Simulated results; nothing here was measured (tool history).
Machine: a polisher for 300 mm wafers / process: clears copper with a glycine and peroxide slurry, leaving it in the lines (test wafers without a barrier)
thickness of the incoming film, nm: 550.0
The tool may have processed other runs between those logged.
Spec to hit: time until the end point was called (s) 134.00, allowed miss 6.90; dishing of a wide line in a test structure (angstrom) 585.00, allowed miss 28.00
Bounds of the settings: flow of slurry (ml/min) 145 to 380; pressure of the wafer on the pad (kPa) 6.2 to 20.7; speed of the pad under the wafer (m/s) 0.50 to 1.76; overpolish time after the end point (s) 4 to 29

run,hour,flow of slurry (ml/min),pressure of the wafer on the pad (kPa),speed of the pad under the wafer (m/s),overpolish time after the end point (s),time until the end point was called (s),dishing of a wide line in a test structure (angstrom)
1,0.0,245,13.1,1.12,15,137.91,410.51
2,7.8,245,13.1,1.12,17,139.45,471.59
3,11.2,245,13.1,1.12,18,138.87,491.87
4,17.6,245,13.1,1.12,19,140.10,510.04
5,25.9,245,10.3,1.12,19,167.06,437.16
6,30.9,215,10.3,1.12,19,171.05,423.25
7,34.9,230,11.7,1.12,19,156.65,474.86
8,36.7,240,12.4,1.12,19,149.29,494.91
9,42.3,250,13.1,1.12,19,140.98,515.35
10,44.8,250,13.1,1.12,19,143.96,504.33
11,51.8,250,13.8,1.12,19,134.45,545.00
12,56.6,250,13.8,1.12,20,137.53,548.61

Exercise: of the 4 proposed moves below, exactly one satisfies all targets within the stated allowed misses. Which move is it?
A,61.4,240,13.1,1.00,24,?,?
B,61.4,185,13.8,0.98,21,?,?
C,61.4,265,13.8,1.12,21,?,?
D,61.4,300,14.5,1.02,19,?,?

move,time until the end point was called (s),dishing of a wide line in a test structure (angstrom)
A,146.72,592.64
B,147.58,531.17
C,132.26,579.33
D,131.32,539.68
A: gets the furthest-off result to its target, but another result is out of tolerance
B: lands further from the targets than the last run did
C: every result lands within tolerance
D: lands further from the targets than the last run did
The right move is C.
